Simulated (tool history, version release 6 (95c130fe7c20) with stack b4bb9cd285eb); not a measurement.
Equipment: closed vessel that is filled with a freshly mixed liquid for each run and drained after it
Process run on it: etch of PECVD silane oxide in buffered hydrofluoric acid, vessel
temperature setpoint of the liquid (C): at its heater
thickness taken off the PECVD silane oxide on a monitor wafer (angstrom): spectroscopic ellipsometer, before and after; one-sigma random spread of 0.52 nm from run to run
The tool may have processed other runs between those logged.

run	hour	temperature setpoint of the liquid (C)	parts of 40 % ammonium fluoride to one part of 49 % hydrofluoric acid (parts by volume)	time in the liquid (s)	thickness taken off the PECVD silane oxide on a monitor wafer (angstrom)
1	0.0	24.0	20.5	30	260.71
2	9.0	24.0	20.5	30	260.70
3	11.2	24.0	20.5	30	262.67
4	19.5	25.5	19.0	30	301.02
5	22.6	24.0	19.0	30	284.16
6	31.6	26.0	19.0	30	314.51
7	37.6	27.0	18.0	30	348.50
8	41.0	28.0	17.0	30	387.32
9	45.3	29.0	16.5	30	417.26
10	54.0	29.5	16.0	30	449.56

The next listed run, before its measurement:
# hour 61.2: hydrofluoric acid flow meter replaced
11	61.2	30.0	16.0	30	?

Logged for run 11: thickness taken off the PECVD silane oxide on a monitor wafer (angstrom) 418.09.
